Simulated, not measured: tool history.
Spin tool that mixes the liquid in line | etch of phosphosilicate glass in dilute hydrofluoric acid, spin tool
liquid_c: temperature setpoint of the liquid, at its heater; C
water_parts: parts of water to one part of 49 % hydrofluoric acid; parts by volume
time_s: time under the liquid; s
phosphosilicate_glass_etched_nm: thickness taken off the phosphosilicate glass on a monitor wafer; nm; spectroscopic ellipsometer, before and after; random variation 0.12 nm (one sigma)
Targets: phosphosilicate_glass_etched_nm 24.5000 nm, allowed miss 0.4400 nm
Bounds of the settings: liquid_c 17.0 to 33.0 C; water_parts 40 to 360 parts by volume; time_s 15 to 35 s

run	day	liquid_c	water_parts	time_s	phosphosilicate_glass_etched_nm
1	0.000	25.0	200	35	10.2660
2	0.321	25.0	255	35	7.6043
3	0.583	26.5	225	35	9.4017
4	0.908	24.5	225	35	8.7148
5	1.204	26.0	200	35	10.7040
6	1.517	26.0	225	35	9.1590
7	1.821	30.0	145	35	18.1230
8	1.871	30.5	140	35	19.2980
# day 2.188: thermometer replaced
9	2.188	31.0	135	35	19.5150
10	2.533	31.5	130	35	20.6140

4 next moves are on the table. One of them brings every result within its allowed miss. Which?
A	2.879	30.0	115	35	?
B	2.879	32.0	150	35	?
C	2.879	32.5	115	35	?
D	2.879	31.5	135	35	?

move	phosphosilicate_glass_etched_nm
A	22.5560
B	17.7150
C	24.7150
D	19.7400
A: nearer than the last run, and not there yet
B: further off than the last run
C: meets every target
D: further off than the last run
Move C is the one to make.

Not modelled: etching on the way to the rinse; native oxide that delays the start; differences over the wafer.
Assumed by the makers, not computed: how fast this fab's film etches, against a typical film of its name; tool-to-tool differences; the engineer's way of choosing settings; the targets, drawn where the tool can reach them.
